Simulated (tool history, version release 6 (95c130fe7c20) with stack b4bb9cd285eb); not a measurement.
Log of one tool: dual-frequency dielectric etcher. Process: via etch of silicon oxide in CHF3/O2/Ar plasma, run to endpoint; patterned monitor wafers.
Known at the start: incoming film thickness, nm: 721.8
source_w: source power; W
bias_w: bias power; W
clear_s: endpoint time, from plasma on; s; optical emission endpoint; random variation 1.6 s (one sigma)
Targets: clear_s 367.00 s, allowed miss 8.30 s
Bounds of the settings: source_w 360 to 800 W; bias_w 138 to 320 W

run	hour	source_w	bias_w	clear_s
1	0.0	580	229	319.76
2	0.8	580	264	308.45
3	9.4	580	223	323.74
4	12.7	560	220	327.97
5	17.2	660	220	305.91
6	17.9	660	236	300.93
7	25.7	660	236	301.85
8	27.7	630	231	309.92
9	31.1	600	227	316.61
10	37.5	490	195	358.01

5 next moves are on the table. One of them brings every result within its allowed miss. Which?
A	43.9	540	196	?
B	43.9	520	188	?
C	43.9	460	228	?
D	43.9	420	214	?
E	43.9	520	189	?

move	clear_s
A	342.40
B	351.34
C	349.88
D	369.07
E	350.86
A: further off than the last run
B: further off than the last run
C: further off than the last run
D: meets every target
E: further off than the last run
The right move is D.

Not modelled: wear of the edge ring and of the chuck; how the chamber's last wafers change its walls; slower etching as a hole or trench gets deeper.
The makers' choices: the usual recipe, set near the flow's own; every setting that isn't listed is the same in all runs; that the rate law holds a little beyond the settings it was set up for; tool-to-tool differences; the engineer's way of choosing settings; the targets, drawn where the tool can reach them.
